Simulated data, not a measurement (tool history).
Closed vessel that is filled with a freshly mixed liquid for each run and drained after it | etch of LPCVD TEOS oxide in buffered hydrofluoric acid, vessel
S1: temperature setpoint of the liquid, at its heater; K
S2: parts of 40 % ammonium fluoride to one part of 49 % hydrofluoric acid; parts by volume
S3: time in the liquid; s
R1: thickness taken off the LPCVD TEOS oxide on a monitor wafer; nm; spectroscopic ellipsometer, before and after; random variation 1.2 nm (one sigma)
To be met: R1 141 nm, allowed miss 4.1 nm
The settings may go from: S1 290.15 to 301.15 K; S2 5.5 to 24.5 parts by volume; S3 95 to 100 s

| run | day | S1 | S2 | S3 | R1 |
|---|---|---|---|---|---|
| 1 | 0 | 293.15 | 15 | 95 | 121.58 |
| 2 | 0.388 | 293.15 | 15 | 100 | 129.22 |
| 3 | 0.467 | 293.65 | 15 | 100 | 131.16 |
| 4 | 0.617 | 292.15 | 15 | 100 | 121.39 |
| 5 | 0.792 | 292.65 | 15 | 100 | 126.41 |
| 6 | 1.15 | 293.15 | 15 | 100 | 130.07 |
| 7 | 1.429 | 293.65 | 15 | 100 | 132.44 |
| 8 | 1.504 | 294.15 | 15 | 100 | 136.28 |

4 next moves are on the table. One of them brings every result within its allowed miss. Which?
| A | 1.579 | 294.15 | 14.5 | 95 | ? |
| B | 1.579 | 297.65 | 18 | 95 | ? |
| C | 1.579 | 293.65 | 14.5 | 95 | ? |
| D | 1.579 | 295.15 | 15.5 | 100 | ? |

| move | R1 |
|---|---|
| A | 133.46 |
| B | 130.85 |
| C | 129.79 |
| D | 139.09 |
A: further off than the last run
B: further off than the last run
C: further off than the last run
D: meets every target
Move D is the one to make.
